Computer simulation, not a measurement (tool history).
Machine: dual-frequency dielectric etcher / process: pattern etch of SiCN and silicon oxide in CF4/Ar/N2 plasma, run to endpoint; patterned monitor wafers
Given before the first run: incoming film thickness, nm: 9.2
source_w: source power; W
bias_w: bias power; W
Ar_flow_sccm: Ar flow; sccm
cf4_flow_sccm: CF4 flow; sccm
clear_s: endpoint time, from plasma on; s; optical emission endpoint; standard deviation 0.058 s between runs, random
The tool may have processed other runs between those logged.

run,hour,source_w,bias_w,Ar_flow_sccm,cf4_flow_sccm,clear_s
1,0,590,81,135,79,9.0321
2,4.2,610,81,135,79,8.5042
3,11.6,510,81,135,79,10.562
4,13.7,510,81,156,79,11.021
5,21.7,540,81,156,79,10.101
6,24.1,540,81,136,79,9.8833
7,32.2,560,81,136,79,9.593
8,38.9,580,81,136,79,9.1
9,39.5,600,81,136,79,8.8939
10,47.8,620,81,136,79,8.5791

Forecast run 11:
11,54,620,81,136,79,?

{"run 11": {"clear_s": 8.5459}}
